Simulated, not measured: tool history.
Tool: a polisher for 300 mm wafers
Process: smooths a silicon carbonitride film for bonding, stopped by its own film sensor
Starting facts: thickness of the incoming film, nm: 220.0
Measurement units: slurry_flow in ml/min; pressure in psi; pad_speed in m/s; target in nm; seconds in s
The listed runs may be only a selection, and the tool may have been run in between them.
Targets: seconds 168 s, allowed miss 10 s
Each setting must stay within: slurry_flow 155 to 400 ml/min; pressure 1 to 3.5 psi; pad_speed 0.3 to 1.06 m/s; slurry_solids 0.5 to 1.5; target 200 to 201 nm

Run 1, hour 0: slurry_flow 255 ml/min, pressure 2.2 psi, pad_speed 0.68 m/s, slurry_solids 1, target 201 nm. Result: seconds 82.853 s.
Run 2, hour 3.4: slurry_flow 255 ml/min, pressure 2.1 psi, pad_speed 0.66 m/s, slurry_solids 1, target 201 nm. Result: seconds 89.446 s.
Run 3, hour 11.8: slurry_flow 255 ml/min, pressure 2 psi, pad_speed 0.64 m/s, slurry_solids 1, target 201 nm. Result: seconds 94.577 s.
Run 4, hour 13.2: slurry_flow 255 ml/min, pressure 1.9 psi, pad_speed 0.62 m/s, slurry_solids 1, target 201 nm. Result: seconds 102.85 s.
Run 5, hour 17: slurry_flow 255 ml/min, pressure 1.9 psi, pad_speed 0.62 m/s, slurry_solids 1, target 201 nm. Result: seconds 101.72 s.
Run 6, hour 21.8: slurry_flow 255 ml/min, pressure 1.9 psi, pad_speed 0.48 m/s, slurry_solids 1, target 201 nm. Result: seconds 126.56 s.
Run 7, hour 28.8: slurry_flow 255 ml/min, pressure 1.8 psi, pad_speed 0.48 m/s, slurry_solids 1, target 201 nm. Result: seconds 132.57 s.
Run 8, hour 34.4: slurry_flow 255 ml/min, pressure 1.7 psi, pad_speed 0.48 m/s, slurry_solids 1, target 201 nm. Result: seconds 133.35 s.
Run 9, hour 40.4: slurry_flow 255 ml/min, pressure 1.6 psi, pad_speed 0.48 m/s, slurry_solids 1, target 201 nm. Result: seconds 147.53 s.
Run 10, hour 43.6: slurry_flow 255 ml/min, pressure 1.5 psi, pad_speed 0.48 m/s, slurry_solids 1, target 201 nm. Result: seconds 152.75 s.

Which of these 4 next moves meets every target?
Run A, hour 46.8: slurry_flow 285 ml/min, pressure 1.1 psi, pad_speed 0.54 m/s, slurry_solids 1.05, target 200 nm. Result: seconds ?.
Run B, hour 46.8: slurry_flow 265 ml/min, pressure 1.4 psi, pad_speed 0.52 m/s, slurry_solids 1, target 200 nm. Result: seconds ?.
Run C, hour 46.8: slurry_flow 330 ml/min, pressure 1.5 psi, pad_speed 0.54 m/s, slurry_solids 0.9, target 201 nm. Result: seconds ?.
Run D, hour 46.8: slurry_flow 275 ml/min, pressure 1.6 psi, pad_speed 0.44 m/s, slurry_solids 1.05, target 201 nm. Result: seconds ?.

move  seconds
   A   195.97
   B   167.15
   C   152.72
   D    154.1
A: the result that was furthest off in the last run now lies on the other side of its target
B: each result inside its tolerance
C: roughly where the last run was
D: gains on the last run, yet a result remains outside its allowed miss
The right move is B.
